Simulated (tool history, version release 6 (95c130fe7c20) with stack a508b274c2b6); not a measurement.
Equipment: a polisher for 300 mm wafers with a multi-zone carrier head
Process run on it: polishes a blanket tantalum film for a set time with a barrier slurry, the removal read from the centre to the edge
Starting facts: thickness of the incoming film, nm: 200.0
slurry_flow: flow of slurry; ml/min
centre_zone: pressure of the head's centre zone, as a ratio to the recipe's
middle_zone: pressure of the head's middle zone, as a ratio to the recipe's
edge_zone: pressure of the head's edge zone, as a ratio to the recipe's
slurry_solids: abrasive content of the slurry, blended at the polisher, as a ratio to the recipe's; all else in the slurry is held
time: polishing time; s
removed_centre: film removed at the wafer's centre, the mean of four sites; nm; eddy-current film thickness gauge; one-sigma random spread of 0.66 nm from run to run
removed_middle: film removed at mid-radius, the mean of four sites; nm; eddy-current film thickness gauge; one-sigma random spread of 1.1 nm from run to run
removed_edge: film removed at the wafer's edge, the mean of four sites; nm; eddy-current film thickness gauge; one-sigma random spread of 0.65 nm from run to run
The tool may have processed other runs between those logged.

| run | day | slurry_flow | centre_zone | middle_zone | edge_zone | slurry_solids | time | removed_centre | removed_middle | removed_edge |
|---|---|---|---|---|---|---|---|---|---|---|
| 1 | 0.000 | 305 | 1.00 | 1.00 | 1.00 | 1.00 | 72 | 71.886 | 73.417 | 68.664 |
| 2 | 0.129 | 260 | 1.00 | 1.00 | 1.00 | 1.00 | 72 | 70.578 | 73.083 | 68.567 |
| 3 | 0.183 | 260 | 1.04 | 0.99 | 1.04 | 1.10 | 72 | 75.056 | 75.367 | 71.301 |
| 4 | 0.325 | 260 | 1.04 | 0.99 | 1.07 | 1.10 | 72 | 74.181 | 74.296 | 70.670 |
| 5 | 0.675 | 260 | 1.04 | 0.99 | 1.07 | 1.10 | 58 | 60.275 | 58.512 | 58.016 |
| 6 | 0.938 | 265 | 1.07 | 0.96 | 1.09 | 1.20 | 62 | 68.159 | 64.318 | 64.360 |
| 7 | 1.221 | 280 | 1.09 | 0.94 | 1.11 | 1.30 | 64 | 73.333 | 66.038 | 67.615 |
| 8 | 1.512 | 280 | 1.09 | 0.94 | 1.11 | 1.30 | 64 | 73.558 | 64.502 | 68.229 |
| 9 | 1.838 | 285 | 1.10 | 0.95 | 1.12 | 1.35 | 66 | 77.083 | 70.867 | 71.427 |
| 10 | 2.042 | 290 | 1.12 | 0.94 | 1.14 | 1.40 | 67 | 81.629 | 71.633 | 73.900 |
| 11 | 2.138 | 300 | 1.13 | 0.94 | 1.15 | 1.45 | 68 | 84.452 | 72.203 | 77.202 |
| 12 | 2.171 | 330 | 1.17 | 1.02 | 1.18 | 1.50 | 68 | 88.018 | 79.822 | 78.403 |
| 13 | 2.362 | 330 | 1.17 | 1.00 | 1.18 | 1.50 | 68 | 89.907 | 78.992 | 78.643 |
| 14 | 2.438 | 325 | 1.16 | 0.99 | 1.18 | 1.50 | 68 | 88.260 | 76.671 | 77.661 |
|  | 2.558 | edge zone pressure recalibrated |
| 15 | 2.558 | 325 | 1.15 | 0.98 | 1.18 | 1.50 | 69 | 88.754 | 74.898 | 83.363 |
| 16 | 2.871 | 320 | 1.15 | 0.98 | 1.18 | 1.50 | 69 | 88.130 | 76.927 | 84.457 |
| 17 | 3.025 | 320 | 1.16 | 0.98 | 1.18 | 1.50 | 69 | 89.092 | 77.828 | 83.782 |

The next listed run, before its measurement:
| 18 | 3.125 | 325 | 1.16 | 0.98 | 1.17 | 1.50 | 69 | ? | ? | ? |

{"run 18": {"removed_centre": 88.869, "removed_middle": 75.496, "removed_edge": 82.842}}
